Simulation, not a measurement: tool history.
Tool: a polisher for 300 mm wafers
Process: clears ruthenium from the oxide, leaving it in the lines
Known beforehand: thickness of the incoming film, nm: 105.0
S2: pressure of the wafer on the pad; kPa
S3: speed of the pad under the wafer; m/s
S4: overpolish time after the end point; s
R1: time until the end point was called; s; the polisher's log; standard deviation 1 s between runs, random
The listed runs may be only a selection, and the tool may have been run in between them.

{"run": 1, "hour": 0.0, "flow of slurry (ml/min)": 175, "S2": 12.4, "S3": 0.88, "S4": 5, "R1": 117.52}
{"run": 2, "hour": 4.8, "flow of slurry (ml/min)": 175, "S2": 10.3, "S3": 0.88, "S4": 5, "R1": 140.17}
{"run": 3, "hour": 9.5, "flow of slurry (ml/min)": 205, "S2": 10.3, "S3": 0.88, "S4": 5, "R1": 139.67}
{"run": 4, "hour": 12.3, "flow of slurry (ml/min)": 205, "S2": 11.7, "S3": 0.88, "S4": 5, "R1": 125.55}
{"run": 5, "hour": 14.9, "flow of slurry (ml/min)": 205, "S2": 12.4, "S3": 0.88, "S4": 5, "R1": 117.73}
{"run": 6, "hour": 15.8, "flow of slurry (ml/min)": 205, "S2": 12.4, "S3": 0.88, "S4": 5, "R1": 116.77}

Expected results for the next run?
{"run": 7, "hour": 18.6, "flow of slurry (ml/min)": 205, "S2": 13.1, "S3": 0.88, "S4": 5, "R1": "?"}

{"run 7": {"R1": 109.49}}

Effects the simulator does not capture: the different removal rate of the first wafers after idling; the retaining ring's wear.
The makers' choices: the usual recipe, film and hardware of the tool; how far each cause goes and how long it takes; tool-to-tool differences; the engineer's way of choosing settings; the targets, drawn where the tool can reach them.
